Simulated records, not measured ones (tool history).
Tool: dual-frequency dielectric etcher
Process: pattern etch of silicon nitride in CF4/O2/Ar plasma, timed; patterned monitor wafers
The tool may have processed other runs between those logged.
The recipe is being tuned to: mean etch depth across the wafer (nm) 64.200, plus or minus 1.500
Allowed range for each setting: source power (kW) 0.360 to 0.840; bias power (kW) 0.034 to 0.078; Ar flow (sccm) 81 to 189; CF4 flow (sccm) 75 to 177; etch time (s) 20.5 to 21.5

run  hour  source power (kW)  bias power (kW)  Ar flow (sccm)  CF4 flow (sccm)  etch time (s)  mean etch depth across the wafer (nm)
  1   0.0              0.600            0.056             135              126           20.5                                 51.393
  2   7.0              0.640            0.056             135              126           20.5                                 52.922
  3  10.8              0.680            0.057             135              126           20.5                                 55.955
  4  19.8              0.710            0.057             135              126           20.5                                 57.623
  5  23.4              0.730            0.057             135              126           20.5                                 58.659
  6  31.0              0.660            0.057             135              126           20.5                                 54.355
  7  35.7              0.690            0.058             135              126           20.5                                 57.543
  8  44.0              0.710            0.058             135              126           20.5                                 57.648
  9  52.3              0.730            0.058             135              126           20.5                                 58.554

Next run, 4 choices. One meets every target within its allowed miss, the rest don't. Which?
  A  60.6              0.790            0.052             111              120           21.5                                      ?
  B  60.6              0.840            0.051             148              122           20.5                                      ?
  C  60.6              0.740            0.056             137              119           21.5                                      ?
  D  60.6              0.760            0.045             159              173           20.5                                      ?

move  mean etch depth across the wafer (nm)
   A                                 63.814
   B                                 60.531
   C                                 60.744
   D                                 55.903
A: all results land within tolerance of their targets
B: nearer than the last run, and not there yet
C: nearer than the last run, and not there yet
D: the biggest miss grows against the last run
The move that meets every target is A.

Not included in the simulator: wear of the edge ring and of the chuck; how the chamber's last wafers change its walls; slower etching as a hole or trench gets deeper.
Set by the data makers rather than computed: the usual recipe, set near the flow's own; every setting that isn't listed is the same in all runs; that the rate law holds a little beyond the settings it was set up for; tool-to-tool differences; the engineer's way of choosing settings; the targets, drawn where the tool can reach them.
